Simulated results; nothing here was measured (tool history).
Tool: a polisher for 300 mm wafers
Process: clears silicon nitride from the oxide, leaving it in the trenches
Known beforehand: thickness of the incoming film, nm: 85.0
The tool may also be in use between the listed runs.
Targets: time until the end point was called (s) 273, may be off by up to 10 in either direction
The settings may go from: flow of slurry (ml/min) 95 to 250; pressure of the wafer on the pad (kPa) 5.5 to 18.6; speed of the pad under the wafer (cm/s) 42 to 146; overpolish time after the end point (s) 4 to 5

| run | day | flow of slurry (ml/min) | pressure of the wafer on the pad (kPa) | speed of the pad under the wafer (cm/s) | overpolish time after the end point (s) | time until the end point was called (s) |
|---|---|---|---|---|---|---|
| 1 | 0 | 160 | 11.7 | 94 | 5 | 149.55 |
| 2 | 0.033 | 160 | 11.7 | 94 | 4 | 147.38 |
| 3 | 0.188 | 155 | 9.7 | 92 | 4 | 188.55 |
| 4 | 0.35 | 150 | 8.3 | 92 | 4 | 220.41 |
| 5 | 0.675 | 150 | 8.3 | 102 | 4 | 199.09 |
| 6 | 0.767 | 145 | 7.6 | 102 | 4 | 217.66 |
| 7 | 1.096 | 135 | 6.9 | 102 | 4 | 240.82 |
| 8 | 1.4 | 125 | 6.9 | 102 | 4 | 240.56 |
| 9 | 1.529 | 120 | 6.9 | 102 | 4 | 247.29 |
| 10 | 1.6 | 105 | 5.5 | 102 | 4 | 313.48 |
| 11 | 1.796 | 115 | 5.5 | 102 | 4 | 312.31 |
| 12 | 2.046 | 120 | 7.6 | 102 | 4 | 223.57 |
| 13 | 2.112 | 120 | 6.9 | 102 | 4 | 243.65 |
| 14 | 2.288 | 115 | 5.5 | 102 | 4 | 302.73 |
| 15 | 2.575 | 125 | 5.5 | 102 | 4 | 302.78 |
| 16 | 2.917 | 130 | 5.5 | 102 | 4 | 298.56 |
| 17 | 3.133 | 135 | 5.5 | 102 | 4 | 297.2 |
| 18 | 3.25 | 140 | 5.5 | 102 | 4 | 295.03 |
| 19 | 3.446 | 145 | 5.5 | 102 | 4 | 289.13 |
| 20 | 3.792 | 150 | 5.5 | 102 | 4 | 293.29 |
| 21 | 4.112 | 155 | 6.2 | 102 | 4 | 258.21 |
| 22 | 4.296 | 150 | 6.2 | 102 | 4 | 259 |

Exercise: of the 5 proposed moves below, exactly one satisfies all targets within the stated allowed misses. Which move is it?
| A | 4.479 | 185 | 8.3 | 78 | 5 | ? |
| B | 4.479 | 145 | 6.9 | 96 | 4 | ? |
| C | 4.479 | 120 | 6.9 | 98 | 4 | ? |
| D | 4.479 | 125 | 6.9 | 98 | 5 | ? |
| E | 4.479 | 145 | 5.5 | 110 | 4 | ? |

| move | time until the end point was called (s) |
|---|---|
| A | 246.12 |
| B | 252.88 |
| C | 258.88 |
| D | 256.31 |
| E | 275.22 |
A: its largest miss is bigger than the last run's
B: its largest miss is bigger than the last run's
C: roughly where the last run was
D: its largest miss is bigger than the last run's
E: all results land within tolerance of their targets
Correct choice: E, which meets every target
